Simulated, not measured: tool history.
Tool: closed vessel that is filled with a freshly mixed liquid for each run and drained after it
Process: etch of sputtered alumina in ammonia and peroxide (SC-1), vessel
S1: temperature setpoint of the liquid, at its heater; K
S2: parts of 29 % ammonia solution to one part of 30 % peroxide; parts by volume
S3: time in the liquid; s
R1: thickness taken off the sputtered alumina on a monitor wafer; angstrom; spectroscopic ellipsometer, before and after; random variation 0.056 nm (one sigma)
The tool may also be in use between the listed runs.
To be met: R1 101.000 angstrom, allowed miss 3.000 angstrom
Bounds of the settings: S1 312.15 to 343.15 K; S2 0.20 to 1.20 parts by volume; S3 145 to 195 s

run  hour      S1    S2   S3       R1
  1   0.0  328.15  0.80  195  147.260
  2   8.9  326.65  0.80  195  135.780
  3  18.2  322.65  0.80  195  108.010
  4  21.8  322.65  1.05  195  109.850
  5  24.4  322.65  1.05  145   82.468
  6  28.3  323.15  1.05  145   84.817
  7  32.6  323.65  1.05  145   86.385
  8  37.2  324.15  1.05  145   89.697

4 next moves are on the table. One of them brings every result within its allowed miss. Which?
  A  41.8  321.15  1.00  180   ?
  B  41.8  322.15  0.90  185   ?
  C  41.8  322.65  1.20  185   ?
  D  41.8  327.65  0.80  150   ?

move       R1
   A   93.621
   B  100.700
   C  106.400
   D  108.860
A: nearer than the last run, and not there yet
B: meets every target
C: takes the result that was furthest off past its target
D: takes the result that was furthest off past its target
Move B is the one to make.
